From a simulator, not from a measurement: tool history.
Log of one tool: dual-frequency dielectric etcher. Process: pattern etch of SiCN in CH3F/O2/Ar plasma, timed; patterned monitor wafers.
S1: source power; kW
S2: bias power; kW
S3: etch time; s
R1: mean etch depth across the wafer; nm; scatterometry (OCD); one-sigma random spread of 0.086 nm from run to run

run 1 day=0 | S1=0.43 S2=0.077 S3=42 | R1=16.885
run 2 day=0.296 | S1=0.43 S2=0.086 S3=42 | R1=17.56
run 3 day=0.375 | S1=0.41 S2=0.084 S3=42 | R1=17.272
run 4 day=0.675 | S1=0.4 S2=0.081 S3=42 | R1=16.952
-- day=1.033 source power generator calibrated
run 5 day=1.033 | S1=0.4 S2=0.081 S3=38.5 | R1=15.191
run 6 day=1.129 | S1=0.39 S2=0.081 S3=38.5 | R1=15.176

Forecast run 7:
run 7 day=1.404 | S1=0.38 S2=0.081 S3=38.5 | R1=?

Run 7 gave R1 15.118 nm.
